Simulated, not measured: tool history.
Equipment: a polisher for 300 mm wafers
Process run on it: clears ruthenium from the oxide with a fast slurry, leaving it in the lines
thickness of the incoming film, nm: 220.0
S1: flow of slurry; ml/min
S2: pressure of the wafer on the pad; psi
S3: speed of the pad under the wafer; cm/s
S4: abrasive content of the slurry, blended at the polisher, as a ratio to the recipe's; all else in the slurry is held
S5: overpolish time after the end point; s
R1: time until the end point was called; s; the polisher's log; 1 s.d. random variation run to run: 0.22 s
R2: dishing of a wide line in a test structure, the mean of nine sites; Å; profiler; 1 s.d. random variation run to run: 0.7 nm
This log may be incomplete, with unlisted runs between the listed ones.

run	day	S1	S2	S3	S4	S5	R1	R2
1	0.000	170	2.7	126	1.0	14	46.044	337.22
2	0.204	180	3.1	126	1.0	12	40.544	332.25
3	0.308	185	3.4	130	1.0	11	35.891	335.43
4	0.554	185	3.1	130	1.0	11	39.060	325.64
5	0.879	185	3.1	144	1.0	11	36.133	346.20
6	0.996	155	3.1	144	1.0	11	37.404	347.61
7	1.271	155	3.1	144	1.0	11	37.128	349.30
8	1.467	170	3.4	144	1.0	10	33.828	341.62
9	1.617	185	3.6	144	1.0	9	31.634	335.59
10	1.712	195	3.8	144	1.0	9	29.581	331.89
11	1.921	200	3.9	144	1.0	9	28.834	346.96

What will run 12 give?
12	2.267	205	4.0	146	1.0	9	?	?

{"run 12": {"R1": 27.831, "R2": 364.79}}

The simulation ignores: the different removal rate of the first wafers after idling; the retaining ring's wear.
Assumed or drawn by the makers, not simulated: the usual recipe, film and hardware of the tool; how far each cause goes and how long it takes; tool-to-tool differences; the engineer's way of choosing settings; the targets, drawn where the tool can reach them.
